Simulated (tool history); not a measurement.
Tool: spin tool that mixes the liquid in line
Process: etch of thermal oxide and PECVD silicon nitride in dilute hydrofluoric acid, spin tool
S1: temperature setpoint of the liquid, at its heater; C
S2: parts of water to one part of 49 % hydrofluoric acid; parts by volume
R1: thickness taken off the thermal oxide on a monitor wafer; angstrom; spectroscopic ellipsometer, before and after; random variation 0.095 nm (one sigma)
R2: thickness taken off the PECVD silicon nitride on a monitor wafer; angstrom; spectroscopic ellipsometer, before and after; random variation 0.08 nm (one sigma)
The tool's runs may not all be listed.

Run 1, hour 0: S1 25 C, S2 150 parts by volume, time under the liquid (s) 180. Result: R1 55.415 angstrom, R2 27.135 angstrom.
Run 2, hour 4.3: S1 25 C, S2 150 parts by volume, time under the liquid (s) 225. Result: R1 69.87 angstrom, R2 34.084 angstrom.
Run 3, hour 12.3: S1 26 C, S2 130 parts by volume, time under the liquid (s) 225. Result: R1 84.419 angstrom, R2 42.695 angstrom.
Run 4, hour 13.1: S1 26 C, S2 115 parts by volume, time under the liquid (s) 225. Result: R1 97.731 angstrom, R2 47.954 angstrom.
Run 5, hour 20.4: S1 28.5 C, S2 115 parts by volume, time under the liquid (s) 225. Result: R1 106.55 angstrom, R2 55.821 angstrom.
Run 6, hour 27.6: S1 28.5 C, S2 135 parts by volume, time under the liquid (s) 225. Result: R1 88.917 angstrom, R2 46.986 angstrom.
Run 7, hour 29.3: S1 28.5 C, S2 120 parts by volume, time under the liquid (s) 225. Result: R1 102.5 angstrom, R2 52.674 angstrom.
Run 8, hour 37.1: S1 28.5 C, S2 110 parts by volume, time under the liquid (s) 225. Result: R1 113.91 angstrom, R2 58.277 angstrom.
Run 9, hour 42.3: S1 28.5 C, S2 80 parts by volume, time under the liquid (s) 220. Result: R1 158.71 angstrom, R2 76.661 angstrom.
Run 10, hour 43.2: S1 28.5 C, S2 85 parts by volume, time under the liquid (s) 225. Result: R1 152.17 angstrom, R2 74.306 angstrom.
Run 11, hour 49.5: S1 28.5 C, S2 90 parts by volume, time under the liquid (s) 225. Result: R1 144.04 angstrom, R2 71.45 angstrom.

Run 12 comes next. What will it give?
Run 12, hour 53: S1 28 C, S2 95 parts by volume, time under the liquid (s) 225. Result: R1 ?, R2 ?.

R1: 129.59 angstrom
R2: 65.252 angstrom

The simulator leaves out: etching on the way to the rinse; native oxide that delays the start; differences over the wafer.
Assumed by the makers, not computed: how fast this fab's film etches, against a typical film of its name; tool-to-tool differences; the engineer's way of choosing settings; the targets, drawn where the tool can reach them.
